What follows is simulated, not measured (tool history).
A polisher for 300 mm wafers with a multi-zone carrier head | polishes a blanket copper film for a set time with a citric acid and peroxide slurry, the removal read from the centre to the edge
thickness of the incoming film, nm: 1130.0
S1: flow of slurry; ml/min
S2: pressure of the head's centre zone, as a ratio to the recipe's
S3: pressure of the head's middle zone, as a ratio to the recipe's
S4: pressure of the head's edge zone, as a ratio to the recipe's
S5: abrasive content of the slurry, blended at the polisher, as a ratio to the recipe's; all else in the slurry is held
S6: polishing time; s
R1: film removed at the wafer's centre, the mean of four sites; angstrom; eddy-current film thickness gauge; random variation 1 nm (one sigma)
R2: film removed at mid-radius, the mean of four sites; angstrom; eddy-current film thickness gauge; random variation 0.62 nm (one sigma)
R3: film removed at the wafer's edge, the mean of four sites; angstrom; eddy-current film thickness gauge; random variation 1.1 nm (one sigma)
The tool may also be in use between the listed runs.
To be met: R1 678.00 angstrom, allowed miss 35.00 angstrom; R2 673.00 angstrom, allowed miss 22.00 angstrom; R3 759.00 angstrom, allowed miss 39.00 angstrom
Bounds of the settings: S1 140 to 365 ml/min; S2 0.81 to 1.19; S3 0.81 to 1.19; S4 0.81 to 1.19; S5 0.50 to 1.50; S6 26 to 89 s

{"run": 1, "hour": 0.0, "S1": 235, "S2": 1.0, "S3": 1.0, "S4": 1.0, "S5": 1.0, "S6": 57, "R1": 1393.1, "R2": 1374.8, "R3": 1433.9}
{"run": 2, "hour": 4.7, "S1": 230, "S2": 0.99, "S3": 0.99, "S4": 0.99, "S5": 0.95, "S6": 54, "R1": 1267.9, "R2": 1291.7, "R3": 1379.2}
{"run": 3, "hour": 10.4, "S1": 230, "S2": 0.99, "S3": 0.99, "S4": 0.99, "S5": 0.8, "S6": 54, "R1": 1237.0, "R2": 1231.9, "R3": 1331.0}
{"run": 4, "hour": 15.5, "S1": 225, "S2": 0.99, "S3": 0.99, "S4": 0.98, "S5": 0.75, "S6": 51, "R1": 1132.3, "R2": 1155.8, "R3": 1175.9}
{"run": 5, "hour": 23.0, "S1": 185, "S2": 0.99, "S3": 0.99, "S4": 0.98, "S5": 0.75, "S6": 51, "R1": 1098.5, "R2": 1140.2, "R3": 1189.4}
{"run": 6, "hour": 28.3, "S1": 185, "S2": 0.99, "S3": 0.91, "S4": 0.98, "S5": 0.75, "S6": 51, "R1": 1132.8, "R2": 1051.6, "R3": 1215.9}
{"run": 7, "hour": 35.1, "S1": 185, "S2": 0.98, "S3": 0.91, "S4": 0.97, "S5": 0.7, "S6": 49, "R1": 1046.1, "R2": 978.97, "R3": 1150.0}
{"run": 8, "hour": 36.6, "S1": 185, "S2": 0.98, "S3": 0.91, "S4": 0.96, "S5": 0.7, "S6": 47, "R1": 1014.3, "R2": 952.04, "R3": 1077.6}
{"run": 9, "hour": 37.3, "S1": 185, "S2": 0.97, "S3": 0.9, "S4": 0.95, "S5": 0.7, "S6": 46, "R1": 971.97, "R2": 917.15, "R3": 1013.2}
{"run": 10, "hour": 40.8, "S1": 180, "S2": 0.96, "S3": 0.89, "S4": 0.95, "S5": 0.7, "S6": 45, "R1": 950.32, "R2": 887.07, "R3": 1032.2}
{"run": 11, "hour": 46.7, "S1": 180, "S2": 0.95, "S3": 0.89, "S4": 0.94, "S5": 0.7, "S6": 44, "R1": 916.17, "R2": 877.57, "R3": 1023.6}
{"hour": 49.5, "done": "edge zone pressure recalibrated"}
{"run": 12, "hour": 49.5, "S1": 180, "S2": 0.95, "S3": 0.89, "S4": 0.93, "S5": 0.7, "S6": 43, "R1": 892.58, "R2": 855.51, "R3": 922.19}

Which of these 5 next moves meets every target?
{"run": "A", "hour": 52.3, "S1": 170, "S2": 0.84, "S3": 1.02, "S4": 1.0, "S5": 0.7, "S6": 34, "R1": "?", "R2": "?", "R3": "?"}
{"run": "B", "hour": 52.3, "S1": 140, "S2": 0.93, "S3": 0.93, "S4": 0.98, "S5": 0.5, "S6": 37, "R1": "?", "R2": "?", "R3": "?"}
{"run": "C", "hour": 52.3, "S1": 190, "S2": 0.95, "S3": 0.82, "S4": 0.97, "S5": 0.6, "S6": 38, "R1": "?", "R2": "?", "R3": "?"}
{"run": "D", "hour": 52.3, "S1": 205, "S2": 1.01, "S3": 0.88, "S4": 0.91, "S5": 0.7, "S6": 35, "R1": "?", "R2": "?", "R3": "?"}
{"run": "E", "hour": 52.3, "S1": 165, "S2": 0.91, "S3": 1.07, "S4": 0.9, "S5": 0.85, "S6": 38, "R1": "?", "R2": "?", "R3": "?"}

move=A R1=637.32 R2=737.38 R3=780.49
move=B R1=662.93 R2=669.75 R3=764.81
move=C R1=749.87 R2=671.26 R3=839.28
move=D R1=751.37 R2=684.85 R3=781.99
move=E R1=779.28 R2=895.00 R3=865.87
A: nearer than the last run, and not there yet
B: meets every target
C: brings the result that was furthest off to its target, and leaves another outside
D: brings the result that was furthest off to its target, and leaves another outside
E: further off than the last run
Move B is the one to make.

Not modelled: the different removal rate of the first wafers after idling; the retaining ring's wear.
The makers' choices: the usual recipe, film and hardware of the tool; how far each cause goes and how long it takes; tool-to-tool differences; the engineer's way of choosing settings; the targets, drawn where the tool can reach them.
